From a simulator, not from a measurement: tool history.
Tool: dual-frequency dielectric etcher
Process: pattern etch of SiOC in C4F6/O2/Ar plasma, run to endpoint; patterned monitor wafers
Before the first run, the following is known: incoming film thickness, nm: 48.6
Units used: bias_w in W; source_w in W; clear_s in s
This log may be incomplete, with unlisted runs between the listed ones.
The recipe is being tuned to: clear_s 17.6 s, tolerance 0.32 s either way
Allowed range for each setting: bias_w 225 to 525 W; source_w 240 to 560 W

run  hour  bias_w  source_w  clear_s
  1     0     375       400   16.384
  2   3.3     363       400   16.529
  3  12.2     363       460   15.926
  4  19.7     346       460     16.2
  5  21.4     285       460   18.397
  6  27.8     228       460   21.403
  7  32.1     243       460   20.321
  8  40.1     255       460   20.017
  9  48.8     255       460   19.694
 10  55.1     265       460   19.147
 11  58.6     272       460    18.86
 12  59.5     278       460   18.621
 13  62.2     283       460   18.297
 14  65.4     286       460   18.186
 15  70.1     289       460   18.182
 16  77.5     292       460   18.206
 17  85.7     295       460   17.966

Consider the 4 candidate settings below. Which is the only one whose results all fall within their allowed miss of target?
  A  93.9     340       440        ?
  B  93.9     348       400        ?
  C  93.9     290       460        ?
  D  93.9     350       350        ?

move  clear_s
   A   16.858
   B   17.157
   C   18.308
   D   17.851
A: takes the result that was furthest off past its target
B: takes the result that was furthest off past its target
C: moves away from the targets compared with the last run
D: meets every target
Answer: D

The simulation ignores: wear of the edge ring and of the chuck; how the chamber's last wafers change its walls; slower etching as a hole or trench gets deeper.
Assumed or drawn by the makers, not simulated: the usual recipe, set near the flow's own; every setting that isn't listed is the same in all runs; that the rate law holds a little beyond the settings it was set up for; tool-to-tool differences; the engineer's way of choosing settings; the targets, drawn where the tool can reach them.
